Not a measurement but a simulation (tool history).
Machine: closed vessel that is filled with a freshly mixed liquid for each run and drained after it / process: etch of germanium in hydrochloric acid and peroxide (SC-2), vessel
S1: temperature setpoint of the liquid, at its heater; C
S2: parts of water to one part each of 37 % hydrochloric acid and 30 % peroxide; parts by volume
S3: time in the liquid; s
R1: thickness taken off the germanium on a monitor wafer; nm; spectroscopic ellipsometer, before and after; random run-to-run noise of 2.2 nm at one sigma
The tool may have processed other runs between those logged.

run  hour    S1   S2   S3      R1
  1   0.0  50.0  5.5  100  186.99
  2   3.6  51.5  5.5  100  196.63
  3   8.7  53.0  5.5  100  204.98
  4  14.7  53.0  4.0  100  205.58
  5  20.4  54.0  4.0  100  209.30
  6  22.5  55.0  4.0  100  219.12
  7  23.1  55.5  4.0  100  223.75

For run 8, what comes out?
  8  29.4  55.5  4.0  100   ?

For run 8 the tool returned R1 222.39 nm.
